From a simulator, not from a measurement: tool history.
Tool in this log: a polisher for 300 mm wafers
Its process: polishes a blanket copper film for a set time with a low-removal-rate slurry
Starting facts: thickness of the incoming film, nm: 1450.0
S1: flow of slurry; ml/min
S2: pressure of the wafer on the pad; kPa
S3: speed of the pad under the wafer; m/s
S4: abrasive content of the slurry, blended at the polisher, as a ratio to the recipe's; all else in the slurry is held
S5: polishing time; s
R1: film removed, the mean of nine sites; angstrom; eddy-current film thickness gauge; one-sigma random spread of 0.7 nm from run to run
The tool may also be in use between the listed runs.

run	hour	S1	S2	S3	S4	S5	R1
1	0.0	315	20.7	0.94	1.0	46	1068.30
2	3.1	315	20.7	0.78	1.0	46	905.52
3	12.1	235	20.7	0.78	1.0	46	893.57
4	13.9	235	19.3	0.76	1.0	46	796.62
5	20.8	235	19.3	0.94	1.0	46	975.02
6	28.3	235	17.9	0.92	1.0	46	896.54
7	37.2	235	16.5	0.90	1.0	46	810.44

Estimate the outcome of run 8 from the log above:
8	38.1	235	16.5	0.90	1.0	46	?

R1: 821.67 angstrom

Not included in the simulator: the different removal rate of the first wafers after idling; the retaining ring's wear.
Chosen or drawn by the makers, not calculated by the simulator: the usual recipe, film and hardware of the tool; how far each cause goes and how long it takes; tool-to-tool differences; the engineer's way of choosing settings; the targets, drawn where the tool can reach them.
